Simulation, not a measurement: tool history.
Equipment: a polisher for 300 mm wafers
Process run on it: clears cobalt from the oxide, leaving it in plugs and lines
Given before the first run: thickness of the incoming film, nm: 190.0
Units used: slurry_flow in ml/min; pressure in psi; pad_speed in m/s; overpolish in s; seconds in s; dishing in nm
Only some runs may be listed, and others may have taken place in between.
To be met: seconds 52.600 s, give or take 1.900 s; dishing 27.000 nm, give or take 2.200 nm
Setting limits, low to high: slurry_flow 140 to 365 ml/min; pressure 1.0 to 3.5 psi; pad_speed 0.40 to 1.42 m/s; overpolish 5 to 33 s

run 1 hour=0.0 | slurry_flow=235 pressure=2.2 pad_speed=0.90 overpolish=17 | seconds=50.297 dishing=42.256
run 2 hour=4.8 | slurry_flow=265 pressure=2.2 pad_speed=0.90 overpolish=17 | seconds=50.262 dishing=42.186
run 3 hour=9.6 | slurry_flow=210 pressure=2.2 pad_speed=0.90 overpolish=17 | seconds=51.426 dishing=41.979
run 4 hour=10.6 | slurry_flow=215 pressure=2.2 pad_speed=0.90 overpolish=14 | seconds=51.244 dishing=36.575
run 5 hour=14.7 | slurry_flow=215 pressure=2.2 pad_speed=1.10 overpolish=14 | seconds=42.917 dishing=40.895
run 6 hour=21.0 | slurry_flow=215 pressure=2.6 pad_speed=1.10 overpolish=14 | seconds=37.363 dishing=42.859
run 7 hour=21.9 | slurry_flow=215 pressure=2.4 pad_speed=1.10 overpolish=12 | seconds=39.075 dishing=40.022
run 8 hour=30.8 | slurry_flow=210 pressure=1.8 pad_speed=1.02 overpolish=5 | seconds=54.251 dishing=16.246
run 9 hour=39.1 | slurry_flow=210 pressure=1.8 pad_speed=1.00 overpolish=7 | seconds=55.477 dishing=21.811
run 10 hour=43.7 | slurry_flow=210 pressure=1.8 pad_speed=1.00 overpolish=8 | seconds=54.108 dishing=22.816

Below are 5 possible settings for the next run. Only one of them brings all results inside the allowed miss of their targets. Which is it?
run A hour=48.3 | slurry_flow=185 pressure=1.8 pad_speed=0.96 overpolish=8 | seconds=? dishing=?
run B hour=48.3 | slurry_flow=190 pressure=1.8 pad_speed=0.96 overpolish=7 | seconds=? dishing=?
run C hour=48.3 | slurry_flow=230 pressure=2.1 pad_speed=0.98 overpolish=7 | seconds=? dishing=?
run D hour=48.3 | slurry_flow=205 pressure=1.7 pad_speed=1.10 overpolish=9 | seconds=? dishing=?
run E hour=48.3 | slurry_flow=215 pressure=1.8 pad_speed=1.16 overpolish=7 | seconds=? dishing=?

move=A seconds=56.204 dishing=23.526
move=B seconds=56.048 dishing=21.189
move=C seconds=48.140 dishing=23.913
move=D seconds=51.445 dishing=27.546
move=E seconds=46.856 dishing=24.419
A: roughly where the last run was
B: further off than the last run
C: further off than the last run
D: all results in spec
E: further off than the last run
Go with D: it meets all targets.

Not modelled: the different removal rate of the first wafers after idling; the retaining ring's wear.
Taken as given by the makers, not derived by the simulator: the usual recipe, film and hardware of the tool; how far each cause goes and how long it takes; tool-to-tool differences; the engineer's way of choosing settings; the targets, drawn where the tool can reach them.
